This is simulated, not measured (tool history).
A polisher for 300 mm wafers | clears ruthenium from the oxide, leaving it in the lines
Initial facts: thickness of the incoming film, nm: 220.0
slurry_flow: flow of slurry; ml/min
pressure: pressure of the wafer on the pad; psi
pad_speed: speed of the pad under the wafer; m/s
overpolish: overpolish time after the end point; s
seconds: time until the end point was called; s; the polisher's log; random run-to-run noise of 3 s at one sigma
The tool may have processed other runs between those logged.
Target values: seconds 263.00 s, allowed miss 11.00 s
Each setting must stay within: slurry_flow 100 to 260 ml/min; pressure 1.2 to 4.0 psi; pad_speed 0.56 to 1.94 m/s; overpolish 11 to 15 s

{"run": 1, "hour": 0.0, "slurry_flow": 165, "pressure": 2.6, "pad_speed": 1.24, "overpolish": 15, "seconds": 126.06}
{"run": 2, "hour": 1.5, "slurry_flow": 165, "pressure": 3.0, "pad_speed": 1.24, "overpolish": 15, "seconds": 110.83}
{"run": 3, "hour": 4.2, "slurry_flow": 165, "pressure": 2.7, "pad_speed": 1.2, "overpolish": 15, "seconds": 122.77}
{"run": 4, "hour": 9.4, "slurry_flow": 160, "pressure": 2.5, "pad_speed": 1.14, "overpolish": 15, "seconds": 143.56}
{"run": 5, "hour": 16.2, "slurry_flow": 155, "pressure": 2.3, "pad_speed": 1.12, "overpolish": 15, "seconds": 153.3}
{"run": 6, "hour": 21.4, "slurry_flow": 155, "pressure": 2.3, "pad_speed": 1.42, "overpolish": 15, "seconds": 121.62}
{"run": 7, "hour": 26.2, "slurry_flow": 155, "pressure": 2.1, "pad_speed": 1.34, "overpolish": 15, "seconds": 145.88}
{"run": 8, "hour": 32.8, "slurry_flow": 155, "pressure": 2.0, "pad_speed": 1.3, "overpolish": 15, "seconds": 153.19}
{"run": 9, "hour": 41.7, "slurry_flow": 140, "pressure": 1.3, "pad_speed": 0.94, "overpolish": 15, "seconds": 299.79}
{"run": 10, "hour": 49.5, "slurry_flow": 145, "pressure": 1.3, "pad_speed": 0.94, "overpolish": 15, "seconds": 302.12}

Below are 4 possible settings for the next run. Only one of them brings all results inside the allowed miss of their targets. Which is it?
{"run": "A", "hour": 57.3, "slurry_flow": 125, "pressure": 1.4, "pad_speed": 1.04, "overpolish": 11, "seconds": "?"}
{"run": "B", "hour": 57.3, "slurry_flow": 165, "pressure": 1.5, "pad_speed": 0.86, "overpolish": 15, "seconds": "?"}
{"run": "C", "hour": 57.3, "slurry_flow": 145, "pressure": 1.4, "pad_speed": 0.94, "overpolish": 15, "seconds": "?"}
{"run": "D", "hour": 57.3, "slurry_flow": 160, "pressure": 1.5, "pad_speed": 0.88, "overpolish": 15, "seconds": "?"}

move=A seconds=267.03
move=B seconds=292.12
move=C seconds=288.31
move=D seconds=286.88
A: meets every target
B: gains on the last run, yet a result remains outside its allowed miss
C: gains on the last run, yet a result remains outside its allowed miss
D: gains on the last run, yet a result remains outside its allowed miss
So the answer is move A, the one that meets all the targets.

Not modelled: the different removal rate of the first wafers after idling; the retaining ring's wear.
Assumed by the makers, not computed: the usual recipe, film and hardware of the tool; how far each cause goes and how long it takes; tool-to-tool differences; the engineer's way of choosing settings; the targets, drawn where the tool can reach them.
